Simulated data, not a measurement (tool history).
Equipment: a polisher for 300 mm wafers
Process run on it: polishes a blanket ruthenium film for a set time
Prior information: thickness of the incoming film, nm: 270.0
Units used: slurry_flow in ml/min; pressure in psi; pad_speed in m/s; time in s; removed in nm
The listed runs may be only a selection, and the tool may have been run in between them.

run  hour  slurry_flow  pressure  pad_speed  time  removed
  1   0.0          275       2.5       1.24    35   62.510
  2   2.4          280       3.0       1.26    35   75.283
  3   6.2          310       3.0       1.26    35   76.410
  4  15.0          310       3.0       1.26    35   75.923
  5  23.0          310       3.0       1.26    35   77.034
  6  29.3          310       3.0       1.26    35   76.879
     31.9  -- head pressure recalibrated
  7  31.9          315       3.3       1.28    35   91.683
  8  36.6          315       3.4       1.28    35   94.802
  9  38.2          315       3.5       1.28    35   95.943
 10  46.8          315       3.5       1.28    35   95.713
 11  55.3          320       3.9       1.28    35  106.880
 12  60.1          320       3.9       1.28    35  107.980

Run 13 comes next. What will it give?
 13  67.2          330       3.9       1.28    35        ?

{"run 13": {"removed": 108.61}}
